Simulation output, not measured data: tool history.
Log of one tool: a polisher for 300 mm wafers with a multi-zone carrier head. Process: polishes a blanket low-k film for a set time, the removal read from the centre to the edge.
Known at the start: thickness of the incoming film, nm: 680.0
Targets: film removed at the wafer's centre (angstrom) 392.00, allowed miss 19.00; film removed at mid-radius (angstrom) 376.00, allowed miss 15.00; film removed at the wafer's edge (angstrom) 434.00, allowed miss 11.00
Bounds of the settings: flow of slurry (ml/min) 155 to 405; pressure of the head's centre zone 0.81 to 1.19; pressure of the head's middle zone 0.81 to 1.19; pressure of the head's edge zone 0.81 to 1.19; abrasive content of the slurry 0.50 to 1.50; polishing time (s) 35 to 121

run  hour  flow of slurry (ml/min)  pressure of the head's centre zone  pressure of the head's middle zone  pressure of the head's edge zone  abrasive content of the slurry  polishing time (s)  film removed at the wafer's centre (angstrom)  film removed at mid-radius (angstrom)  film removed at the wafer's edge (angstrom)
  1   0.0                      260                                1.00                                1.00                              1.00                            1.00                  78                                         292.05                                 305.24                                       308.77
  2   4.6                      260                                1.00                                1.00                              1.00                            1.00                  86                                         339.03                                 336.82                                       334.89
  3  12.0                      270                                0.99                                0.98                              1.06                            1.10                  86                                         334.91                                 346.39                                       359.48
  4  18.1                      270                                0.99                                0.98                              1.02                            1.10                  86                                         338.33                                 346.47                                       355.93
  5  24.0                      275                                1.01                                0.96                              1.06                            1.20                  86                                         364.02                                 351.72                                       378.06
  6  28.7                      275                                1.01                                0.96                              1.00                            1.20                  86                                         359.22                                 353.93                                       361.50
  7  35.2                      275                                1.01                                0.96                              1.06                            1.25                  86                                         360.59                                 357.71                                       387.24
  8  36.5                      280                                1.03                                0.97                              1.09                            1.30                  86                                         380.41                                 364.70                                       397.32
  9  45.6                      280                                1.03                                0.97                              1.09                            1.30                  86                                         390.12                                 364.24                                       390.90

4 next moves are on the table. One of them brings every result within its allowed miss. Which?
  A  54.7                      265                                1.00                                0.93                              1.18                            1.35                  90                                              ?                                      ?                                            ?
  B  54.7                      285                                1.02                                0.95                              1.05                            1.45                  86                                              ?                                      ?                                            ?
  C  54.7                      350                                1.05                                0.94                              1.02                            1.40                  93                                              ?                                      ?                                            ?
  D  54.7                      245                                1.05                                0.92                              1.10                            1.25                 104                                              ?                                      ?                                            ?

move  film removed at the wafer's centre (angstrom)  film removed at mid-radius (angstrom)  film removed at the wafer's edge (angstrom)
   A                                         382.75                                 377.38                                       435.00
   B                                         386.35                                 377.33                                       406.02
   C                                         433.99                                 408.46                                       434.33
   D                                         446.58                                 417.19                                       468.81
A: meets every target
B: nearer than the last run, and not there yet
C: brings the result that was furthest off to its target, and leaves another outside
D: takes the result that was furthest off past its target
Answer: A

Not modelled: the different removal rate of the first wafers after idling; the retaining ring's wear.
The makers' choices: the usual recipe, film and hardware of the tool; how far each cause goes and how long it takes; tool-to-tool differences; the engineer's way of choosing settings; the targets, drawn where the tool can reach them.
